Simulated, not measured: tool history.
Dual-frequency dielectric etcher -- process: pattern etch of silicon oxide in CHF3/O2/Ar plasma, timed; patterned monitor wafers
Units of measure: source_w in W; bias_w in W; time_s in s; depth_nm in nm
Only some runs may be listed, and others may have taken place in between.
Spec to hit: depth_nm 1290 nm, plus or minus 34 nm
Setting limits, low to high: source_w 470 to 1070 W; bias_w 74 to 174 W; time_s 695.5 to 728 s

run    day  source_w  bias_w  time_s  depth_nm
  1      0       770     124   695.5    1453.3
  2  0.062       740     122   695.5    1431.2
  3  0.138       740     122     728    1493.4
  4  0.175       740     122   695.5    1423.9
  5  0.521       740     135   695.5    1463.5
  6  0.833       740     135     728    1537.3
  7  0.975       700     131     724    1493.5
  8  1.242       670     127     720    1461.2
  9  1.333       650     123   715.5    1436.3
 10  1.512       630     119   711.5      1399
 11    1.8       610     116   708.5    1377.8
 12  1.833       600     114     706    1361.1
 13  2.175       590     112   704.5    1346.6
 14  2.267       580     111   703.5      1339
 15  2.367       570     110   702.5    1326.6

5 candidate next runs follow, results not yet known. Just one meets every target within its allowed miss. Identify it.
  A  2.467       570     111     728         ?
  B  2.467       580     114   725.5         ?
  C  2.467       570      95   703.5         ?
  D  2.467       590     118     721         ?
  E  2.467       600     115     705         ?

move  depth_nm
   A    1386.8
   B    1396.2
   C    1291.3
   D    1404.6
   E    1369.4
A: misses by more than the last run did
B: misses by more than the last run did
C: in spec on every target
D: misses by more than the last run did
E: misses by more than the last run did
C meets every target.
